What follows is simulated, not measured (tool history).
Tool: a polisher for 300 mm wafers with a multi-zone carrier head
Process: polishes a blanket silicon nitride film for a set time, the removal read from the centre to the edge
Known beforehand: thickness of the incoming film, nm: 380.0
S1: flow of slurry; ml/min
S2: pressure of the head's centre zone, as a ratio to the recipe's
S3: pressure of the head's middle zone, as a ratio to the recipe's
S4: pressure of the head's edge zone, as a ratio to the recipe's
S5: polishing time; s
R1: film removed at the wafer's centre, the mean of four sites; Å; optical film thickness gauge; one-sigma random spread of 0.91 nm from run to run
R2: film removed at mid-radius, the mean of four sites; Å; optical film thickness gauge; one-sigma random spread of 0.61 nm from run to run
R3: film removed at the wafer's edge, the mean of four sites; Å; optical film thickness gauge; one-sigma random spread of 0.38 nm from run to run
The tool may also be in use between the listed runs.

{"run": 1, "day": 0.0, "S1": 260, "S2": 1.0, "S3": 1.0, "S4": 1.0, "S5": 48, "R1": 903.0, "R2": 931.37, "R3": 907.84}
{"run": 2, "day": 0.329, "S1": 260, "S2": 1.0, "S3": 1.0, "S4": 0.92, "S5": 48, "R1": 921.02, "R2": 931.5, "R3": 868.52}
{"run": 3, "day": 0.679, "S1": 255, "S2": 1.0, "S3": 0.99, "S4": 0.9, "S5": 46, "R1": 872.37, "R2": 880.46, "R3": 826.46}
{"run": 4, "day": 1.046, "S1": 255, "S2": 1.0, "S3": 0.99, "S4": 0.9, "S5": 53, "R1": 1025.5, "R2": 1012.0, "R3": 946.85}
{"run": 5, "day": 1.275, "S1": 255, "S2": 1.0, "S3": 0.99, "S4": 0.83, "S5": 53, "R1": 1001.7, "R2": 1012.0, "R3": 914.15}
{"run": 6, "day": 1.438, "S1": 220, "S2": 1.0, "S3": 0.99, "S4": 0.83, "S5": 53, "R1": 960.08, "R2": 978.68, "R3": 897.88}

Predict the results of run 7:
{"run": 7, "day": 1.533, "S1": 245, "S2": 1.06, "S3": 0.92, "S4": 0.82, "S5": 39, "R1": "?", "R2": "?", "R3": "?"}

{"run 7": {"R1": 779.62, "R2": 713.35, "R3": 662.48}}

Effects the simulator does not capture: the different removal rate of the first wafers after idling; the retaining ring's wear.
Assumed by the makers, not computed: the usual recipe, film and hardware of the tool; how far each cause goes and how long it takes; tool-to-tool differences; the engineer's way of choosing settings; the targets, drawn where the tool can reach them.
